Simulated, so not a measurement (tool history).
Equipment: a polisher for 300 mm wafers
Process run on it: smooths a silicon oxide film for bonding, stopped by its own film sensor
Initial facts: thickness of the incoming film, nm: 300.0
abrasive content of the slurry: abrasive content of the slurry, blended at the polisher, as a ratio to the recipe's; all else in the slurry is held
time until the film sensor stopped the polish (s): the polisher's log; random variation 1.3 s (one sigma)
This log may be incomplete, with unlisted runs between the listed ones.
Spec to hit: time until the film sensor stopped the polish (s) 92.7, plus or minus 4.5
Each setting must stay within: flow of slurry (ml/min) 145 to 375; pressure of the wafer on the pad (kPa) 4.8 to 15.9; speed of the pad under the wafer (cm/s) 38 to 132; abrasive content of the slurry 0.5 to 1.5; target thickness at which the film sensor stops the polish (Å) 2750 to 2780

run	hour	flow of slurry (ml/min)	pressure of the wafer on the pad (kPa)	speed of the pad under the wafer (cm/s)	abrasive content of the slurry	target thickness at which the film sensor stops the polish (Å)	time until the film sensor stopped the polish (s)
1	0	240	10.3	84	1	2750	51.944
2	1.4	240	10.3	84	1	2750	53.571
3	7.5	240	10.3	84	1	2780	44.214
4	10.5	220	10.3	84	1	2780	47.008
5	17.7	280	10.3	84	1	2780	43.518
6	20.1	270	9	80	1	2780	53.87
7	23.5	260	8.3	78	1	2780	57.759
# hour 28.2: head pressure recalibrated
8	28.2	255	7.6	76	1	2780	70.779
9	30.5	240	7.6	76	1	2780	70.857
10	33.3	225	7.6	76	1	2780	70.941
11	40.2	215	6.9	76	1	2780	78.917
12	41.2	205	6.9	76	1	2780	79.427
13	44.2	200	6.9	76	1	2780	80.503
14	49.7	200	6.9	76	1	2780	79.256
15	52.2	195	6.9	76	1	2780	78.402
16	57.1	190	6.2	76	1	2780	88.484

Below are 5 possible settings for the next run. Only one of them brings all results inside the allowed miss of their targets. Which is it?
A	62	220	6.2	84	1	2780	?
B	62	220	8.3	68	0.75	2750	?
C	62	170	6.2	80	1.1	2780	?
D	62	145	9	54	1	2760	?
E	62	185	6.2	82	1.05	2780	?

move	time until the film sensor stopped the polish (s)
A	80.354
B	89.483
C	81.198
D	80.426
E	81.047
A: further off than the last run
B: every result within its allowed miss
C: further off than the last run
D: further off than the last run
E: further off than the last run
The move that meets every target is B.

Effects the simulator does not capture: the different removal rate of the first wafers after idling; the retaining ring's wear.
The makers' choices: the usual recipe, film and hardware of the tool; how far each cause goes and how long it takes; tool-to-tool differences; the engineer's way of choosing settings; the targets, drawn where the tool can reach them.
